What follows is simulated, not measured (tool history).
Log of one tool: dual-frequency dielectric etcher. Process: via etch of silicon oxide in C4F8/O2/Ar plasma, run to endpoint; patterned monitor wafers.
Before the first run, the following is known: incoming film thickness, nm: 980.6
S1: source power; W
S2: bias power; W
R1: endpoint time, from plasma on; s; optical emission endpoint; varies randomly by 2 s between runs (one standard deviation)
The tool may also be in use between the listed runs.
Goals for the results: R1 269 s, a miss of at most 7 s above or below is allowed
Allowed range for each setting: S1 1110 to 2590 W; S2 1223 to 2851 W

Run 1, hour 0: S1 1850 W, S2 2037 W. Result: R1 210.95 s.
Run 2, hour 2.9: S1 2140 W, S2 2037 W. Result: R1 201 s.
Run 3, hour 5.1: S1 1900 W, S2 2037 W. Result: R1 211.12 s.
Run 4, hour 13.5: S1 1750 W, S2 1909 W. Result: R1 221.72 s.
Run 5, hour 20.9: S1 1640 W, S2 1817 W. Result: R1 231.62 s.
Run 6, hour 22.3: S1 1640 W, S2 1953 W. Result: R1 224 s.
Run 7, hour 31: S1 1550 W, S2 1855 W. Result: R1 234.13 s.
Run 8, hour 37.8: S1 1470 W, S2 1795 W. Result: R1 240.47 s.
At hour 40.1: bias power generator calibrated.
Run 9, hour 40.1: S1 1410 W, S2 1746 W. Result: R1 251.3 s.
Run 10, hour 47.1: S1 1370 W, S2 1735 W. Result: R1 252.61 s.
Run 11, hour 52.5: S1 1370 W, S2 1735 W. Result: R1 254.47 s.
Run 12, hour 58: S1 1330 W, S2 1726 W. Result: R1 256.41 s.
Run 13, hour 63.4: S1 1300 W, S2 1718 W. Result: R1 259.15 s.

Pick the move, out of 4, that brings all results within their allowed miss; only one does.
Run A, hour 68.8: S1 1190 W, S2 1485 W. Result: R1 ?.
Run B, hour 68.8: S1 1390 W, S2 1676 W. Result: R1 ?.
Run C, hour 68.8: S1 1380 W, S2 1826 W. Result: R1 ?.
Run D, hour 68.8: S1 1230 W, S2 1613 W. Result: R1 ?.

move      R1
   A  283.36
   B  254.29
   C  245.38
   D  269.69
A: takes the biggest miss from the last run beyond its target
B: misses by more than the last run did
C: misses by more than the last run did
D: meets every target
D meets every target.
